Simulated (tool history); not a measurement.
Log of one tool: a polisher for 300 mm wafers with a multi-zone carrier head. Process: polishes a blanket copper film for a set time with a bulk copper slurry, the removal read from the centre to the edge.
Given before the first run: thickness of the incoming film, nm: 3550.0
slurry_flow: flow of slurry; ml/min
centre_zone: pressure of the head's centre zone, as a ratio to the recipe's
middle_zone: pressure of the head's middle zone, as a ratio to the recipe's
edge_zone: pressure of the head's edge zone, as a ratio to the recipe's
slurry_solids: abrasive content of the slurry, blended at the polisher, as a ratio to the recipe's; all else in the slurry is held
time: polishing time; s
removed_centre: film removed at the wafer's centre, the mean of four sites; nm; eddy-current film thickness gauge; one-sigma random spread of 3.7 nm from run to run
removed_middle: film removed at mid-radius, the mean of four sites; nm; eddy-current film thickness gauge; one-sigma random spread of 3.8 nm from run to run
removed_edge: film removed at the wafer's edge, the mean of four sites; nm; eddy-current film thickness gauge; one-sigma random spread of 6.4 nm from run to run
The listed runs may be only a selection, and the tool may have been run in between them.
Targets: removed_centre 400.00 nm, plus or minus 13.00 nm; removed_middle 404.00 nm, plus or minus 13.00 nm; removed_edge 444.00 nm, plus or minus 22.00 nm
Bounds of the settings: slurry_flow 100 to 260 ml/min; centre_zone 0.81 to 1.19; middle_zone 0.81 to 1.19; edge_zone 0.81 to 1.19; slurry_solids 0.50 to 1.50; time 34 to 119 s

| run | hour | slurry_flow | centre_zone | middle_zone | edge_zone | slurry_solids | time | removed_centre | removed_middle | removed_edge |
|---|---|---|---|---|---|---|---|---|---|---|
| 1 | 0.0 | 165 | 1.00 | 1.00 | 1.00 | 1.00 | 76 | 861.72 | 829.29 | 835.57 |
| 2 | 8.8 | 160 | 0.98 | 0.98 | 0.99 | 0.95 | 72 | 784.58 | 774.99 | 777.67 |
| 3 | 14.6 | 155 | 0.97 | 0.96 | 0.99 | 0.90 | 68 | 733.47 | 715.27 | 739.76 |
| 4 | 22.8 | 150 | 0.96 | 0.95 | 0.98 | 0.85 | 64 | 662.02 | 639.09 | 670.98 |
| 5 | 25.3 | 150 | 1.03 | 0.95 | 0.98 | 0.85 | 64 | 707.72 | 641.20 | 659.29 |
| 6 | 26.7 | 150 | 1.03 | 0.95 | 0.98 | 0.85 | 56 | 614.88 | 559.73 | 574.07 |
| 7 | 29.9 | 145 | 1.01 | 0.94 | 0.98 | 0.80 | 54 | 578.36 | 532.73 | 565.38 |
| 8 | 35.1 | 140 | 1.00 | 0.94 | 0.97 | 0.75 | 53 | 546.10 | 506.58 | 519.63 |
| 9 | 40.3 | 135 | 0.98 | 0.93 | 0.97 | 0.70 | 53 | 510.54 | 498.70 | 527.35 |
| 10 | 44.2 | 135 | 0.98 | 0.93 | 0.97 | 0.70 | 53 | 517.40 | 488.91 | 517.59 |
| 11 | 52.9 | 130 | 0.97 | 0.92 | 0.96 | 0.70 | 53 | 511.90 | 484.24 | 516.13 |
| 12 | 60.4 | 125 | 0.96 | 0.91 | 0.95 | 0.70 | 53 | 495.44 | 474.73 | 518.02 |
| 13 | 67.1 | 125 | 0.95 | 0.91 | 0.94 | 0.70 | 53 | 495.65 | 469.07 | 510.35 |
| 14 | 71.9 | 125 | 0.94 | 0.91 | 0.93 | 0.70 | 53 | 487.97 | 478.35 | 502.69 |
| 15 | 75.4 | 125 | 0.93 | 0.90 | 0.92 | 0.70 | 53 | 478.87 | 472.55 | 492.27 |
| 16 | 83.6 | 125 | 0.92 | 0.89 | 0.92 | 0.70 | 53 | 479.46 | 468.51 | 495.41 |

Next run, 5 choices. One meets every target within its allowed miss, the rest don't. Which?
| A | 91.8 | 105 | 0.93 | 0.94 | 1.04 | 0.60 | 48 | ? | ? | ? |
| B | 91.8 | 100 | 0.87 | 0.81 | 0.90 | 0.70 | 56 | ? | ? | ? |
| C | 91.8 | 175 | 0.87 | 1.08 | 0.88 | 0.70 | 41 | ? | ? | ? |
| D | 91.8 | 100 | 0.90 | 0.90 | 0.96 | 0.50 | 57 | ? | ? | ? |
| E | 91.8 | 130 | 0.89 | 0.88 | 0.82 | 0.85 | 47 | ? | ? | ? |

| move | removed_centre | removed_middle | removed_edge |
|---|---|---|---|
| A | 401.71 | 399.17 | 438.23 |
| B | 445.12 | 431.02 | 496.63 |
| C | 383.51 | 440.56 | 397.23 |
| D | 434.02 | 434.41 | 478.57 |
| E | 437.50 | 431.65 | 444.83 |
A: all results in spec
B: better than the last run, though not everything is in spec
C: carries the result that was furthest off beyond its target, to the other side
D: better than the last run, though not everything is in spec
E: better than the last run, though not everything is in spec
Correct choice: A, which meets every target
